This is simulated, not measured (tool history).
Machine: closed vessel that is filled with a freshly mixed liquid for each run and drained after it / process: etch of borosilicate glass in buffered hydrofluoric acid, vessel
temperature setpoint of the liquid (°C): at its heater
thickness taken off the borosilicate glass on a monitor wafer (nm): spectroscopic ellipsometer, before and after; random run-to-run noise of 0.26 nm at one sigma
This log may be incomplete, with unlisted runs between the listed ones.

| run | hour | temperature setpoint of the liquid (°C) | parts of 40 % ammonium fluoride to one part of 49 % hydrofluoric acid (parts by volume) | time in the liquid (s) | thickness taken off the borosilicate glass on a monitor wafer (nm) |
|---|---|---|---|---|---|
| 1 | 0 | 21 | 13 | 90 | 70.455 |
| 2 | 2.9 | 20 | 13.5 | 90 | 64.58 |
| 3 | 11.3 | 23.5 | 13.5 | 90 | 77.335 |
| 4 | 16.4 | 21.5 | 13.5 | 90 | 69.856 |
| 5 | 21.6 | 20.5 | 14 | 90 | 63.318 |
| 6 | 27.5 | 20.5 | 14 | 100 | 71.413 |
| 7 | 31.4 | 19.5 | 14.5 | 100 | 64.579 |
| 8 | 38.7 | 19 | 15 | 100 | 60.897 |

Run 9, settings as shown, results not yet in. Your forecast:
| 9 | 42.4 | 18.5 | 15.5 | 100 | ? |

Run 9 yielded thickness taken off the borosilicate glass on a monitor wafer (nm) 56.723.
